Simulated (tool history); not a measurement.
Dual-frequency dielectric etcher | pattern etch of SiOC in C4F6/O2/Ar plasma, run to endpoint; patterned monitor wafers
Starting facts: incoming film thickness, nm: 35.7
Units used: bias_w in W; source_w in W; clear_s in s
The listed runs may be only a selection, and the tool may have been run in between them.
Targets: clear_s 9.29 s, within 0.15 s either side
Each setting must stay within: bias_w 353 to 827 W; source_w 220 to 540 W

run	hour	bias_w	source_w	clear_s
1	0	590	380	10.585
2	6.3	525	380	11.167
3	12.8	444	380	11.945
4	15.4	495	380	11.492
5	20.5	538	380	11.131
6	29.1	581	380	10.712
7	31.5	611	380	10.451
8	38.3	729	390	9.7146
9	47.3	740	390	9.5045
10	55.7	745	390	9.5465
11	58.8	752	390	9.505
12	67	758	390	9.4479

5 next moves are on the table. One of them brings every result within its allowed miss. Which?
A	75.2	739	380	?
B	75.2	785	400	?
C	75.2	827	410	?
D	75.2	742	390	?
E	75.2	761	380	?

move	clear_s
A	9.7298
B	9.3437
C	9.0724
D	9.6419
E	9.6076
A: moves away from the targets compared with the last run
B: all results in spec
C: takes the result that was furthest off past its target
D: moves away from the targets compared with the last run
E: moves away from the targets compared with the last run
Move B is the one to make.
